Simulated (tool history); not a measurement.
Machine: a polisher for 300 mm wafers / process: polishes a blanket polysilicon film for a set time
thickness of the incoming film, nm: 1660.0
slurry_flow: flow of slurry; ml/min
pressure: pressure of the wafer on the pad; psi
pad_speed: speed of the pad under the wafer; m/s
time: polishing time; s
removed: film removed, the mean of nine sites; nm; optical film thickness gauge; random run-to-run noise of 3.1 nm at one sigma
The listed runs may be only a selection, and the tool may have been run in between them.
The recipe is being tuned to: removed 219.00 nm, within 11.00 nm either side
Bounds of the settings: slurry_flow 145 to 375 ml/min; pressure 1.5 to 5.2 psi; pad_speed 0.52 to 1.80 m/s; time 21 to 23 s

| run | hour | slurry_flow | pressure | pad_speed | time | removed |
|---|---|---|---|---|---|---|
| 1 | 0.0 | 240 | 3.3 | 1.16 | 23 | 277.13 |
| 2 | 1.2 | 220 | 3.3 | 1.16 | 23 | 277.52 |
| 3 | 10.0 | 220 | 3.3 | 1.16 | 23 | 273.59 |
| 4 | 18.2 | 220 | 3.9 | 1.16 | 23 | 322.77 |
| 5 | 23.7 | 220 | 3.8 | 1.16 | 23 | 313.14 |
| 6 | 25.1 | 220 | 3.7 | 1.16 | 23 | 303.73 |
| 7 | 29.5 | 220 | 3.6 | 1.16 | 23 | 297.05 |
| 8 | 36.3 | 220 | 3.5 | 1.16 | 23 | 301.48 |
| 9 | 45.1 | 220 | 3.4 | 1.16 | 23 | 284.56 |
| 10 | 48.4 | 220 | 3.3 | 1.16 | 23 | 272.82 |
| 11 | 57.1 | 220 | 3.2 | 1.16 | 23 | 263.86 |
| 12 | 62.2 | 220 | 3.1 | 1.16 | 23 | 257.84 |
| 13 | 70.4 | 220 | 3.0 | 1.16 | 23 | 252.69 |

Of the 5 settings listed for the next run, only one would bring every result within its allowed miss of target. Which one?
| A | 78.6 | 225 | 3.3 | 1.12 | 22 | ? |
| B | 78.6 | 290 | 3.4 | 0.94 | 23 | ? |
| C | 78.6 | 245 | 4.0 | 1.14 | 21 | ? |
| D | 78.6 | 285 | 3.1 | 1.00 | 23 | ? |
| E | 78.6 | 235 | 2.4 | 1.30 | 23 | ? |

| move | removed |
|---|---|
| A | 256.96 |
| B | 249.79 |
| C | 302.86 |
| D | 238.54 |
| E | 222.84 |
A: its largest miss is bigger than the last run's
B: an improvement on the last run, though not all results are within tolerance
C: its largest miss is bigger than the last run's
D: an improvement on the last run, though not all results are within tolerance
E: in spec on every target
E is the move that brings every result within its allowed miss.
